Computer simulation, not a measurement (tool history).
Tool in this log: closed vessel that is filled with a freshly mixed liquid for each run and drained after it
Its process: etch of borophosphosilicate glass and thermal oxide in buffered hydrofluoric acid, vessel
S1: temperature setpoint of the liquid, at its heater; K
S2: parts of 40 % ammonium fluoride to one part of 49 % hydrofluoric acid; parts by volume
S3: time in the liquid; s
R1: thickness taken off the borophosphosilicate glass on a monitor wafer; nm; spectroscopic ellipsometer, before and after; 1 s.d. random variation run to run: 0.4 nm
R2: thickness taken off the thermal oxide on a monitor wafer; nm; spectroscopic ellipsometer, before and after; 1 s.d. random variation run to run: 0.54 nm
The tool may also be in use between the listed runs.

run,hour,S1,S2,S3,R1,R2
1,0,296.15,17.5,60,73.851,43.546
2,6,296.15,21.5,60,60.805,37.05
3,14.6,292.65,21.5,60,50.488,30.675
4,16,292.65,21.5,75,63.205,37.966
5,17.1,292.65,26.5,75,54.602,32.434
6,23.8,290.65,26.5,75,49.318,29.584
# hour 32.8: thermometer replaced
7,32.8,293.65,25.5,75,52.059,31.304
8,39.3,295.65,23,75,62.773,37.766

Expected results for the next run?
9,45.6,299.65,18,75,?,?

Logged for run 9: R1 94.355 nm, R2 57.369 nm.
